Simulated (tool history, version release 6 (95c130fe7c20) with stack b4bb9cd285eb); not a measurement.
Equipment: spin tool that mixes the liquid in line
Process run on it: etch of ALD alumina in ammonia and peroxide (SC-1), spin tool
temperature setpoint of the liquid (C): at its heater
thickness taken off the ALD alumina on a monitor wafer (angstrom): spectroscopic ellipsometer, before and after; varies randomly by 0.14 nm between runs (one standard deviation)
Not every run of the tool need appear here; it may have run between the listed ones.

run  hour  temperature setpoint of the liquid (C)  parts of 29 % ammonia solution to one part of 30 % peroxide (parts by volume)  time under the liquid (s)  thickness taken off the ALD alumina on a monitor wafer (angstrom)
  1     0                                      51                                                                           0.85                        290                                                             96.881
  2   4.3                                    47.5                                                                           0.85                        290                                                             79.732
  3   6.3                                      49                                                                           0.85                        290                                                             88.114
  4  13.8                                    50.5                                                                           0.85                        290                                                             93.682
  5  20.4                                    50.5                                                                           0.95                        290                                                               96.3
  6    22                                    50.5                                                                            1.2                        290                                                             96.999
  7  23.2                                    51.5                                                                            1.2                        290                                                             104.23

Estimate the outcome of run 8 from the log above:
  8  31.6                                    52.5                                                                            1.2                        290                                                                  ?

For run 8 the tool returned thickness taken off the ALD alumina on a monitor wafer (angstrom) 109.57.

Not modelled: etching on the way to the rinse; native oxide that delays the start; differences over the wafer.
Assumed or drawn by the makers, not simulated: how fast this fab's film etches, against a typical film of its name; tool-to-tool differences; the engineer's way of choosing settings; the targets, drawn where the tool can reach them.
